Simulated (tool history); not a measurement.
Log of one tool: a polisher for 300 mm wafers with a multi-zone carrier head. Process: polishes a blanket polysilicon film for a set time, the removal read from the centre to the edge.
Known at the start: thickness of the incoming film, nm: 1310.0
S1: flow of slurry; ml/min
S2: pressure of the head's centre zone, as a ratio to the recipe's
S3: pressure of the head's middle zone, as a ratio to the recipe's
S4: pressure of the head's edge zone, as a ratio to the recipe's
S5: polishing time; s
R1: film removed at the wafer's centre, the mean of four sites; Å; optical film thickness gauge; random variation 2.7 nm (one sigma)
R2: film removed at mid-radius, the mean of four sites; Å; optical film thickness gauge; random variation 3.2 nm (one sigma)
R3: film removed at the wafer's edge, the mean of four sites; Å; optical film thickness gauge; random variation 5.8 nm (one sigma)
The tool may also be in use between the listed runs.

run 1 hour=0.0 | S1=165 S2=1.00 S3=1.00 S4=1.00 S5=43 | R1=4741.9 R2=4611.6 R3=4641.5
run 2 hour=7.0 | S1=165 S2=0.98 S3=1.00 S4=1.03 S5=44 | R1=4720.9 R2=4701.6 R3=4802.3
run 3 hour=14.5 | S1=165 S2=0.98 S3=0.94 S4=1.03 S5=44 | R1=4730.5 R2=4414.1 R3=4962.1
run 4 hour=15.8 | S1=165 S2=0.98 S3=0.94 S4=0.97 S5=44 | R1=4749.7 R2=4460.9 R3=4652.7
run 5 hour=16.7 | S1=165 S2=0.98 S3=0.94 S4=0.97 S5=39 | R1=4197.3 R2=3902.5 R3=4237.7
run 6 hour=17.5 | S1=175 S2=0.97 S3=0.96 S4=1.01 S5=40 | R1=4312.2 R2=4157.6 R3=4434.9
run 7 hour=23.6 | S1=185 S2=0.95 S3=0.97 S4=1.04 S5=41 | R1=4397.6 R2=4392.3 R3=4638.1
run 8 hour=29.1 | S1=190 S2=0.94 S3=0.97 S4=1.07 S5=41 | R1=4368.8 R2=4391.8 R3=4589.8
run 9 hour=37.4 | S1=185 S2=0.92 S3=0.97 S4=1.09 S5=42 | R1=4364.7 R2=4412.4 R3=4770.0

Forecast run 10:
run 10 hour=39.2 | S1=190 S2=0.90 S3=0.97 S4=1.11 S5=43 | R1=? R2=? R3=?

R1: 4412.4 Å
R2: 4583.5 Å
R3: 5009.6 Å
